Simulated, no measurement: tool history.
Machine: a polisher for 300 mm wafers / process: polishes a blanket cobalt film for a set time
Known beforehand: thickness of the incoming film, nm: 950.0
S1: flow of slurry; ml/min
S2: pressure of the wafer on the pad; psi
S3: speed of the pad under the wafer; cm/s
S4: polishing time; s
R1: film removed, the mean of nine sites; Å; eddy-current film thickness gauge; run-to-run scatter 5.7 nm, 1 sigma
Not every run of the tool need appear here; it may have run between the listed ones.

run,hour,S1,S2,S3,S4,R1
1,0.0,185,1.8,92,110,4839.0
2,3.4,190,2.0,92,110,5380.6
3,9.2,190,2.4,92,110,6261.1
4,16.9,195,2.5,92,110,6539.5
5,22.5,195,2.8,92,110,7305.1
6,30.1,195,2.4,92,110,6319.7
7,36.7,195,2.4,92,110,6319.6
8,41.2,205,2.5,92,110,6733.1
9,47.5,220,2.5,92,110,6732.0
10,48.4,225,2.6,92,110,6975.9
11,53.0,230,2.6,92,110,7159.6

Run 12 comes next. What will it give?
12,56.1,230,2.6,92,110,?

R1: 7135.4 Å

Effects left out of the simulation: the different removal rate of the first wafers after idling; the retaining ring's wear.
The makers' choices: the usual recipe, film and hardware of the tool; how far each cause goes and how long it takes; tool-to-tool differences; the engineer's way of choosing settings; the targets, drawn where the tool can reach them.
